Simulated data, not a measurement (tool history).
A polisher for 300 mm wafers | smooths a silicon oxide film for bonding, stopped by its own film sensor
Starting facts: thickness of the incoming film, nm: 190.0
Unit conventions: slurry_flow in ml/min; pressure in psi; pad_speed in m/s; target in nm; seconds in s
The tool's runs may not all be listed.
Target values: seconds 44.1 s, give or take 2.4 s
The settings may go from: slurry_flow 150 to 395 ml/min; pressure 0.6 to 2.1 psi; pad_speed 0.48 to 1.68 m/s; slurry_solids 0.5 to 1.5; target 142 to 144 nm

Run 1, hour 0: slurry_flow 250 ml/min, pressure 1.3 psi, pad_speed 1.08 m/s, slurry_solids 1, target 144 nm. Result: seconds 70.478 s.
Run 2, hour 8.1: slurry_flow 250 ml/min, pressure 1.1 psi, pad_speed 1.08 m/s, slurry_solids 1, target 144 nm. Result: seconds 82.774 s.
Run 3, hour 10.5: slurry_flow 250 ml/min, pressure 1.3 psi, pad_speed 1.1 m/s, slurry_solids 1, target 144 nm. Result: seconds 69.826 s.
Run 4, hour 16.4: slurry_flow 215 ml/min, pressure 1.3 psi, pad_speed 1.1 m/s, slurry_solids 1, target 144 nm. Result: seconds 71.949 s.
Run 5, hour 24.8: slurry_flow 155 ml/min, pressure 1.3 psi, pad_speed 1.1 m/s, slurry_solids 1, target 144 nm. Result: seconds 73.035 s.
Run 6, hour 27.6: slurry_flow 155 ml/min, pressure 1.3 psi, pad_speed 0.98 m/s, slurry_solids 1, target 144 nm. Result: seconds 77.583 s.
Run 7, hour 33.2: slurry_flow 155 ml/min, pressure 1.5 psi, pad_speed 1 m/s, slurry_solids 1, target 144 nm. Result: seconds 67.788 s.
Run 8, hour 39.9: slurry_flow 155 ml/min, pressure 1.6 psi, pad_speed 1.02 m/s, slurry_solids 1, target 144 nm. Result: seconds 63.086 s.

Which single option among these 4 for the next run brings every result within its allowed miss of target? Just one does.
Run A, hour 46.6: slurry_flow 150 ml/min, pressure 1.4 psi, pad_speed 0.88 m/s, slurry_solids 1, target 142 nm. Result: seconds ?.
Run B, hour 46.6: slurry_flow 220 ml/min, pressure 2 psi, pad_speed 1.18 m/s, slurry_solids 0.95, target 144 nm. Result: seconds ?.
Run C, hour 46.6: slurry_flow 210 ml/min, pressure 2 psi, pad_speed 1.02 m/s, slurry_solids 1.15, target 142 nm. Result: seconds ?.
Run D, hour 46.6: slurry_flow 160 ml/min, pressure 1.8 psi, pad_speed 1.28 m/s, slurry_solids 0.85, target 144 nm. Result: seconds ?.

move  seconds
   A   83.515
   B   45.692
   C   48.856
   D   51.901
A: its largest miss is bigger than the last run's
B: all results in spec
C: gains on the last run, yet a result remains outside its allowed miss
D: gains on the last run, yet a result remains outside its allowed miss
B is the move that brings every result within its allowed miss.

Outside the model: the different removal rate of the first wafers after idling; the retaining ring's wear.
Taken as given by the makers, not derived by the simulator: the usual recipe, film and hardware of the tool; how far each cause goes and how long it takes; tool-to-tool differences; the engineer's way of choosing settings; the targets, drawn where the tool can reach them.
